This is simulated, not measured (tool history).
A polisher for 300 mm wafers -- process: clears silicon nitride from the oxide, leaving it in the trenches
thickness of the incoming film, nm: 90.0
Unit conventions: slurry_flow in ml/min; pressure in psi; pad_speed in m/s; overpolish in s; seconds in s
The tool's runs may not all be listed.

Run 1, hour 0.0: slurry_flow 230 ml/min, pressure 1.7 psi, pad_speed 1.20 m/s, overpolish 31 s. Result: seconds 124.38 s.
Run 2, hour 7.0: slurry_flow 230 ml/min, pressure 1.4 psi, pad_speed 1.14 m/s, overpolish 31 s. Result: seconds 157.11 s.
Run 3, hour 9.6: slurry_flow 230 ml/min, pressure 1.7 psi, pad_speed 1.14 m/s, overpolish 31 s. Result: seconds 135.01 s.
Run 4, hour 10.6: slurry_flow 230 ml/min, pressure 1.4 psi, pad_speed 1.08 m/s, overpolish 31 s. Result: seconds 169.22 s.
Run 5, hour 11.9: slurry_flow 230 ml/min, pressure 1.2 psi, pad_speed 1.06 m/s, overpolish 31 s. Result: seconds 188.63 s.
Run 6, hour 17.9: slurry_flow 230 ml/min, pressure 1.2 psi, pad_speed 1.06 m/s, overpolish 34 s. Result: seconds 187.60 s.
Run 7, hour 22.2: slurry_flow 225 ml/min, pressure 0.8 psi, pad_speed 0.98 m/s, overpolish 34 s. Result: seconds 267.89 s.

Estimate the outcome of run 8 from the log above:
Run 8, hour 27.6: slurry_flow 230 ml/min, pressure 0.8 psi, pad_speed 0.98 m/s, overpolish 34 s. Result: seconds ?.

seconds: 269.78 s
